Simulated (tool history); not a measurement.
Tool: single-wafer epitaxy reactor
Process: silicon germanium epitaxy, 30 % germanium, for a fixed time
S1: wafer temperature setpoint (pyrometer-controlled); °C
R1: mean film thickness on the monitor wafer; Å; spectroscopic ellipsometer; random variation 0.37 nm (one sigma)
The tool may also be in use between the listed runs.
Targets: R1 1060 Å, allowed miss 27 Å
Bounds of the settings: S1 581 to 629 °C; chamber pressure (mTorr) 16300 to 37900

Run 1, hour 0: S1 605 °C, chamber pressure (mTorr) 27100. Result: R1 782.33 Å.
Run 2, hour 4.9: S1 605 °C, chamber pressure (mTorr) 22900. Result: R1 740.29 Å.
Run 3, hour 7.3: S1 605 °C, chamber pressure (mTorr) 20700. Result: R1 721.78 Å.
Run 4, hour 12.9: S1 607 °C, chamber pressure (mTorr) 20800. Result: R1 743.7 Å.
Run 5, hour 16.7: S1 609 °C, chamber pressure (mTorr) 20900. Result: R1 769.75 Å.
Run 6, hour 22.9: S1 611 °C, chamber pressure (mTorr) 21000. Result: R1 802.14 Å.
Run 7, hour 29.5: S1 613 °C, chamber pressure (mTorr) 21100. Result: R1 833.5 Å.
Run 8, hour 34.6: S1 614 °C, chamber pressure (mTorr) 21200. Result: R1 844.92 Å.
At hour 35.3: capacitance manometer re-zeroed and calibrated.
Run 9, hour 35.3: S1 615 °C, chamber pressure (mTorr) 21300. Result: R1 843.71 Å.
Run 10, hour 42.6: S1 617 °C, chamber pressure (mTorr) 21500. Result: R1 877.26 Å.
Run 11, hour 46.8: S1 618 °C, chamber pressure (mTorr) 21600. Result: R1 889.85 Å.
Run 12, hour 48.5: S1 619 °C, chamber pressure (mTorr) 21700. Result: R1 911.17 Å.
Run 13, hour 54.2: S1 620 °C, chamber pressure (mTorr) 21800. Result: R1 927.2 Å.
Run 14, hour 58.6: S1 621 °C, chamber pressure (mTorr) 21900. Result: R1 944.31 Å.
Run 15, hour 61.9: S1 622 °C, chamber pressure (mTorr) 21900. Result: R1 961.97 Å.
Run 16, hour 67.4: S1 623 °C, chamber pressure (mTorr) 21900. Result: R1 971.61 Å.
Run 17, hour 69.1: S1 624 °C, chamber pressure (mTorr) 21900. Result: R1 988.16 Å.

5 next moves are on the table. One of them brings every result within its allowed miss. Which?
Run A, hour 70.8: S1 621 °C, chamber pressure (mTorr) 26000. Result: R1 ?.
Run B, hour 70.8: S1 623 °C, chamber pressure (mTorr) 23200. Result: R1 ?.
Run C, hour 70.8: S1 625 °C, chamber pressure (mTorr) 22400. Result: R1 ?.
Run D, hour 70.8: S1 628 °C, chamber pressure (mTorr) 21700. Result: R1 ?.
Run E, hour 70.8: S1 626 °C, chamber pressure (mTorr) 20200. Result: R1 ?.

move      R1
   A  1002.5
   B  999.17
   C  1021.9
   D  1063.9
   E  1005.7
A: nearer than the last run, and not there yet
B: nearer than the last run, and not there yet
C: nearer than the last run, and not there yet
D: meets every target
E: nearer than the last run, and not there yet
Move D is the one to make.
